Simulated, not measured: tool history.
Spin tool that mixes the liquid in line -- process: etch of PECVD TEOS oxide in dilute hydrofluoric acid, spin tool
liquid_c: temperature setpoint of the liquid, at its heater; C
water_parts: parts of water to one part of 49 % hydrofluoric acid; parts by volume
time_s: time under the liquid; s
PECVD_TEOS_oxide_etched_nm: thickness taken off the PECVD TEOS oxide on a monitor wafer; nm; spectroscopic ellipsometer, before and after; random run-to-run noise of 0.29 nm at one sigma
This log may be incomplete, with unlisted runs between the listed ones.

| run | hour | liquid_c | water_parts | time_s | PECVD_TEOS_oxide_etched_nm |
|---|---|---|---|---|---|
| 1 | 0.0 | 24.0 | 185 | 220 | 23.976 |
| 2 | 6.8 | 24.0 | 185 | 240 | 26.130 |
| 3 | 15.3 | 26.5 | 185 | 240 | 28.500 |
| 4 | 16.4 | 23.5 | 185 | 240 | 25.533 |
| 5 | 20.8 | 21.0 | 185 | 240 | 23.020 |
| 6 | 29.4 | 21.0 | 160 | 240 | 27.402 |
| 7 | 33.6 | 24.5 | 155 | 240 | 32.976 |

Estimate the outcome of run 8 from the log above:
| 8 | 40.1 | 28.5 | 150 | 240 | ? |

{"run 8": {"PECVD_TEOS_oxide_etched_nm": 39.408}}
